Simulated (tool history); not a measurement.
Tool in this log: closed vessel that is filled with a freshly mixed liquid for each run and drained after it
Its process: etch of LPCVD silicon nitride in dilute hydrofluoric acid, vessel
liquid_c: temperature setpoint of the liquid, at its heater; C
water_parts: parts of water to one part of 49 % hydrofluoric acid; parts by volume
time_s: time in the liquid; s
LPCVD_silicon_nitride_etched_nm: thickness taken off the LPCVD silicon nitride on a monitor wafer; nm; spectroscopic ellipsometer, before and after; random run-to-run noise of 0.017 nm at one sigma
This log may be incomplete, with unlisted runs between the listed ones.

| run | hour | liquid_c | water_parts | time_s | LPCVD_silicon_nitride_etched_nm |
|---|---|---|---|---|---|
| 1 | 0.0 | 22.0 | 70 | 855 | 5.4246 |
| 2 | 4.1 | 21.0 | 70 | 855 | 5.0756 |
| 3 | 10.5 | 20.5 | 70 | 855 | 4.8654 |
| 4 | 12.8 | 20.0 | 70 | 855 | 4.7422 |
| 5 | 17.2 | 23.5 | 70 | 855 | 6.0099 |
| 6 | 24.7 | 22.5 | 70 | 855 | 5.5916 |
| 7 | 25.6 | 21.5 | 70 | 855 | 5.2829 |
| 8 | 32.9 | 21.0 | 70 | 855 | 5.0554 |
| 9 | 36.6 | 20.5 | 70 | 855 | 4.8866 |
| 10 | 38.9 | 20.0 | 70 | 855 | 4.7281 |
| 11 | 42.3 | 19.5 | 70 | 855 | 4.5906 |
| 12 | 47.1 | 19.0 | 70 | 855 | 4.4263 |

Run 13 comes next. What will it give?
| 13 | 54.6 | 18.5 | 70 | 855 | ? |

Run 13 yielded LPCVD_silicon_nitride_etched_nm 4.2663 nm.

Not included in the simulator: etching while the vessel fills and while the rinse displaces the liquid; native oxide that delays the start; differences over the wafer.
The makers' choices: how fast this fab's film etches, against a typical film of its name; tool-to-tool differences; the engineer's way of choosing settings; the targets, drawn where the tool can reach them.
